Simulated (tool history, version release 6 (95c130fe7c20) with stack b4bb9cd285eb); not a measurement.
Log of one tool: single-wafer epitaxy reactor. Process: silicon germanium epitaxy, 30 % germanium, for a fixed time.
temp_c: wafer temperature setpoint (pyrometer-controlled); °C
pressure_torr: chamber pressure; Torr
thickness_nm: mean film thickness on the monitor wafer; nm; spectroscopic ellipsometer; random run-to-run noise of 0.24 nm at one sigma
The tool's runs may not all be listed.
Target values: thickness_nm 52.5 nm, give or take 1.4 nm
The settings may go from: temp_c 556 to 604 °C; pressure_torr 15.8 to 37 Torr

run 1 hour=0 | temp_c=580 pressure_torr=26.4 | thickness_nm=42.825
run 2 hour=7 | temp_c=583 pressure_torr=26.5 | thickness_nm=45.224
run 3 hour=10.3 | temp_c=585 pressure_torr=26.6 | thickness_nm=46.911
run 4 hour=17.3 | temp_c=587 pressure_torr=26.7 | thickness_nm=48.715
run 5 hour=25 | temp_c=587 pressure_torr=30.8 | thickness_nm=50.727
run 6 hour=31.2 | temp_c=577 pressure_torr=30.8 | thickness_nm=42.106
run 7 hour=33 | temp_c=580 pressure_torr=31 | thickness_nm=44.392
run 8 hour=41.2 | temp_c=582 pressure_torr=31.1 | thickness_nm=46.651

Which one of the following 5 next-run settings gets every result inside its allowed miss? There is exactly one.
run A hour=49.4 | temp_c=589 pressure_torr=31.5 | thickness_nm=?
run B hour=49.4 | temp_c=583 pressure_torr=35 | thickness_nm=?
run C hour=49.4 | temp_c=580 pressure_torr=30.8 | thickness_nm=?
run D hour=49.4 | temp_c=580 pressure_torr=32.8 | thickness_nm=?
run E hour=49.4 | temp_c=593 pressure_torr=35.2 | thickness_nm=?

move=A thickness_nm=52.797
move=B thickness_nm=48.594
move=C thickness_nm=44.452
move=D thickness_nm=45.178
move=E thickness_nm=58.461
A: each result inside its tolerance
B: an improvement on the last run, though not all results are within tolerance
C: further off than the last run
D: further off than the last run
E: moves the result that the last run missed by most past its target, out the other side
A meets every target.
